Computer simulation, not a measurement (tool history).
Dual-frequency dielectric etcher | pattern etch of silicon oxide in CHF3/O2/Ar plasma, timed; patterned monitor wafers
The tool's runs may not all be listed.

run  hour  source power (W)  bias power (W)  etch time (s)  mean etch depth across the wafer (Å)
  1   0.0               790             179          410.0                                8001.8
  2   6.5               790             179          428.5                                8367.0
  3  13.2               860             179          428.5                                8524.5
  4  20.1               780             161          426.5                                8146.3
  5  26.9               840             161          426.5                                8323.8
  6  33.1               840             161          428.5                                8329.3
  7  39.8               760             146          426.5                                7882.4
  8  40.6               690             141          426.0                                7565.8

What does the tool deliver on the next run?
  9  45.1               640             139          426.0                                     ?

{"run 9": {"mean etch depth across the wafer (Å)": 7349.5}}
